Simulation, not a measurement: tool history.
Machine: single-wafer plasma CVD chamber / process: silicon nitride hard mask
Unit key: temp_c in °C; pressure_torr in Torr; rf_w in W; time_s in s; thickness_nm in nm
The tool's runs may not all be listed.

{"run": 1, "hour": 0.0, "temp_c": 425, "pressure_torr": 1.63, "rf_w": 395, "time_s": 36.8, "thickness_nm": 48.421}
{"run": 2, "hour": 0.5, "temp_c": 425, "pressure_torr": 1.5, "rf_w": 380, "time_s": 36.7, "thickness_nm": 46.441}
{"run": 3, "hour": 7.1, "temp_c": 425, "pressure_torr": 1.6, "rf_w": 380, "time_s": 36.7, "thickness_nm": 47.176}
{"run": 4, "hour": 14.9, "temp_c": 425, "pressure_torr": 1.48, "rf_w": 365, "time_s": 36.6, "thickness_nm": 44.715}
{"run": 5, "hour": 22.3, "temp_c": 425, "pressure_torr": 1.38, "rf_w": 360, "time_s": 36.6, "thickness_nm": 43.374}
{"run": 6, "hour": 23.2, "temp_c": 425, "pressure_torr": 1.31, "rf_w": 360, "time_s": 36.6, "thickness_nm": 42.348}

The next listed run, before its measurement:
{"run": 7, "hour": 30.6, "temp_c": 425, "pressure_torr": 1.27, "rf_w": 360, "time_s": 36.6, "thickness_nm": "?"}

{"run 7": {"thickness_nm": 41.766}}

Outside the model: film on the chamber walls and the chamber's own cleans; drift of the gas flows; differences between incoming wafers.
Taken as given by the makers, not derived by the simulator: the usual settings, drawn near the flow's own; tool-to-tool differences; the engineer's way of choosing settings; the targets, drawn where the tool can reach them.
